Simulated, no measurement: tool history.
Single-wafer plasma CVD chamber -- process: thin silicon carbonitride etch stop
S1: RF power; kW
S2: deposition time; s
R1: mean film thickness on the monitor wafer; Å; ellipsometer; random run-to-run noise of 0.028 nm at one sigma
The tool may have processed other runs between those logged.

| run | hour | S1 | S2 | R1 |
|---|---|---|---|---|
| 1 | 0.0 | 0.215 | 21.7 | 119.23 |
| 2 | 4.7 | 0.230 | 21.7 | 121.15 |
| 3 | 11.3 | 0.210 | 21.7 | 118.35 |
| 4 | 12.7 | 0.225 | 22.1 | 122.64 |
| 5 | 21.2 | 0.225 | 19.3 | 106.99 |
| 6 | 25.2 | 0.240 | 20.3 | 114.39 |

Run 7 is up next; what results do you expect?
| 7 | 31.0 | 0.250 | 21.0 | ? |

R1: 119.70 Å

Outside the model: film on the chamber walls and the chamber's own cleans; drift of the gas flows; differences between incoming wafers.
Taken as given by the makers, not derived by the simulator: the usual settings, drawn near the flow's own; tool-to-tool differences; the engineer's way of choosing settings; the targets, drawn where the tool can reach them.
